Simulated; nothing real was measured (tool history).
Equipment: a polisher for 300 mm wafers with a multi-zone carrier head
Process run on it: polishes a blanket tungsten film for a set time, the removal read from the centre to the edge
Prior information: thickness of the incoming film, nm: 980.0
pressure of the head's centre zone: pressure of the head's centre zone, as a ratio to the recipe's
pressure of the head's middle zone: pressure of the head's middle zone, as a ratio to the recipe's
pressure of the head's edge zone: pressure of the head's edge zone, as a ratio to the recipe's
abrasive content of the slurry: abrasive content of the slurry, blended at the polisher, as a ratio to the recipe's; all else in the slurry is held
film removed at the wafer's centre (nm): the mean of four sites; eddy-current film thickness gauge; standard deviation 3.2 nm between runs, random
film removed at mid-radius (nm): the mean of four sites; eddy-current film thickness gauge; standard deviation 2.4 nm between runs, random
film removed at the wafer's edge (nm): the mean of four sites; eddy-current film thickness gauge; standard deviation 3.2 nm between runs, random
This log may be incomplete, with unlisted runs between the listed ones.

run,day,flow of slurry (ml/min),pressure of the head's centre zone,pressure of the head's middle zone,pressure of the head's edge zone,abrasive content of the slurry,polishing time (s),film removed at the wafer's centre (nm),film removed at mid-radius (nm),film removed at the wafer's edge (nm)
1,0,150,1,1,1,1,68,307.92,307.25,304.74
2,0.246,150,1,1,1,1.2,68,326.34,322.1,318.84
3,0.317,150,1,1,1,1.2,60,286.34,285.68,287
4,0.675,165,0.98,1.04,1,1.2,60,285.49,299.1,288.78
5,0.883,175,0.97,1.07,1.01,1.2,60,285.36,309.94,290.82
6,1.221,175,0.97,1.07,1.01,1.3,60,284.96,316.5,297.73
7,1.475,180,0.97,1.09,1.01,1.3,60,296.89,322.01,300.04
8,1.579,185,0.96,1.11,1.01,1.3,60,287.79,330.29,304.7
9,1.712,190,0.96,1.13,1,1.3,60,288.93,334.51,297.92
10,2.054,195,0.96,1.14,1,1.3,60,291.99,338.57,296.22

What will run 11 give?
# day 2.325: worn pad replaced by a new one
11,2.325,200,0.95,1.15,1.01,1.3,60,?,?,?

For run 11 the tool returned film removed at the wafer's centre (nm) 317.8, film removed at mid-radius (nm) 371.08, film removed at the wafer's edge (nm) 330.95.

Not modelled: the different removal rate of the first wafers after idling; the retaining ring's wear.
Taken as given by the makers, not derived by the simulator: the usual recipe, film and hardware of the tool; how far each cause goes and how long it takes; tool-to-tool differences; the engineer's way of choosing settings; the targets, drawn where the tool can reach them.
